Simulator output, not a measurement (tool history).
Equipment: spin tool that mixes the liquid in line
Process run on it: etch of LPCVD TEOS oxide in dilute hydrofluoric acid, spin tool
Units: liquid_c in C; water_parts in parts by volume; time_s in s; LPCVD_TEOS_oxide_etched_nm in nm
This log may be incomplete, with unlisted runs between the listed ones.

run,hour,liquid_c,water_parts,time_s,LPCVD_TEOS_oxide_etched_nm
1,0.0,24.0,90,55,18.280
2,5.1,24.0,90,45,15.046
3,6.3,24.0,115,45,11.426
4,12.5,25.5,115,45,12.160
5,20.4,27.5,100,45,15.578
6,23.4,27.5,110,45,13.574
7,25.9,29.0,90,45,18.315
8,28.3,30.0,80,45,21.699
9,30.5,30.5,75,45,23.709
10,37.9,31.0,70,45,26.398
11,42.7,31.5,65,45,28.970
12,43.3,32.0,65,45,29.515

Run 13, settings as shown, results not yet in. Your forecast:
13,51.0,32.0,65,50,?

Run 13 measured LPCVD_TEOS_oxide_etched_nm 32.828 nm.
